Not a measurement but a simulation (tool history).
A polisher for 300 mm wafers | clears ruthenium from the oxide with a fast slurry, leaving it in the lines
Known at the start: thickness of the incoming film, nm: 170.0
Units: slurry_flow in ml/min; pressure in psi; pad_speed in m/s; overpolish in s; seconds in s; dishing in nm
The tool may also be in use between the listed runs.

run,hour,slurry_flow,pressure,pad_speed,slurry_solids,overpolish,seconds,dishing
1,0,240,2,1.14,1,29,49.447,73.725
2,6.4,215,2,1.14,1,29,49.098,71.807
3,13,215,2,1.14,1,33,48.612,79.902
4,16.5,225,1.9,1.14,1,37,51.955,84.352
5,17.9,225,1.6,1.14,1,37,61.501,75.15
6,20.9,270,1.6,1.14,1,37,59.782,74.809
7,25.3,270,1.7,1.14,1,40,57.201,84.697
8,33.1,270,1.7,1.14,1,41,56.892,85.226

The next listed run, before its measurement:
9,39.9,270,1.7,1.14,1,42,?,?

seconds: 56.035 s
dishing: 89.526 nm
